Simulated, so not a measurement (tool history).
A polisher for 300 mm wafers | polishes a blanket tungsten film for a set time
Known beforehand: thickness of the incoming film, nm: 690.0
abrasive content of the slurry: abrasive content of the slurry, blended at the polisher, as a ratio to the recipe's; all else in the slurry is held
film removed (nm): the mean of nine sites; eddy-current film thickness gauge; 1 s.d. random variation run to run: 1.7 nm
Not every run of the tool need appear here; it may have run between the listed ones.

run	day	flow of slurry (ml/min)	pressure of the wafer on the pad (kPa)	speed of the pad under the wafer (m/s)	abrasive content of the slurry	polishing time (s)	film removed (nm)
1	0	200	26.9	1.12	1	28	145.81
2	0.171	200	27.6	1.12	1	28	147.8
3	0.542	200	27.6	0.9	1	28	123.5
4	0.75	200	23.4	0.9	1	28	108.35
5	0.958	205	26.2	0.9	1	28	119.77
6	1.092	250	26.2	0.9	1	28	121.19
7	1.175	250	28.3	0.9	1	28	130.26
8	1.55	260	35.9	0.92	1	28	160.99

Estimate the outcome of run 9 from the log above:
9	1.758	260	36.5	0.92	1	28	?

film removed (nm): 162.33
